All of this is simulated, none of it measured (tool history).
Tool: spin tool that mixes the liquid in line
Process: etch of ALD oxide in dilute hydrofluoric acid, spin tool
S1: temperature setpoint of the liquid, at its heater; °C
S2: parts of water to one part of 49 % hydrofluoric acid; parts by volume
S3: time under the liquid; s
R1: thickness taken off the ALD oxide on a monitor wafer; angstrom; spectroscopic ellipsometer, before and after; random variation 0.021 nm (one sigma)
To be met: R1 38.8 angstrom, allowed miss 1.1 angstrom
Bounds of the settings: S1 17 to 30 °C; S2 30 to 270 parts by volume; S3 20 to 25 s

run  hour    S1   S2  S3      R1
  1     0    22  150  25  48.763
  2   3.7  20.5  150  25  46.544
  3   5.9  20.5  190  25  34.469
  4  10.5  21.5  190  25  36.304
  5  11.2    22  190  25  36.615
  6  19.2  19.5  190  25  33.226
  7  27.7  20.5  190  25  35.044
  8  34.5    21  190  25  35.761
  9  38.5  21.5  190  25  36.332
 10  46.9    22  190  25  37.039
 11  52.3  22.5  190  25  37.493

Which of these 4 next moves meets every target?
  A  57.7  25.5  215  25   ?
  B  57.7    22  160  20   ?
  C  57.7    22  195  25   ?
  D  57.7  18.5  135  20   ?

move      R1
   A  36.344
   B  36.388
   C  35.968
   D  38.523
A: further off than the last run
B: further off than the last run
C: further off than the last run
D: meets every target
Answer: D
